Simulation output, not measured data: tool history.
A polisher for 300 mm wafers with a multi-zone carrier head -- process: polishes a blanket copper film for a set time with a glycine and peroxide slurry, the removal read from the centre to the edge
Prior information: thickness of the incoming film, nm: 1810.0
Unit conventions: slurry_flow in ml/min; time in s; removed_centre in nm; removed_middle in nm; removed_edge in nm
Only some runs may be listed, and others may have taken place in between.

| run | hour | slurry_flow | centre_zone | middle_zone | edge_zone | time | removed_centre | removed_middle | removed_edge |
|---|---|---|---|---|---|---|---|---|---|
| 1 | 0 | 235 | 1 | 1 | 1 | 52 | 252.44 | 260 | 253.8 |
| 2 | 1.5 | 235 | 1 | 1 | 1 | 64 | 311.48 | 308.74 | 318.48 |
| 3 | 4.5 | 290 | 1 | 1 | 1 | 64 | 322.39 | 320.9 | 319.39 |
| 4 | 5.9 | 300 | 1.02 | 0.98 | 0.99 | 64 | 327.32 | 322.34 | 317.41 |
| 5 | 14.1 | 300 | 1.02 | 1.05 | 0.99 | 64 | 335.15 | 336.83 | 310.41 |
| 6 | 17.4 | 295 | 1.05 | 1.02 | 0.99 | 64 | 340.68 | 332.01 | 320.01 |

What will run 7 give?
| 7 | 19.6 | 300 | 1.07 | 0.98 | 0.96 | 64 | ? | ? | ? |

Run 7 measured removed_centre 347.39 nm, removed_middle 317.32 nm, removed_edge 313.63 nm.

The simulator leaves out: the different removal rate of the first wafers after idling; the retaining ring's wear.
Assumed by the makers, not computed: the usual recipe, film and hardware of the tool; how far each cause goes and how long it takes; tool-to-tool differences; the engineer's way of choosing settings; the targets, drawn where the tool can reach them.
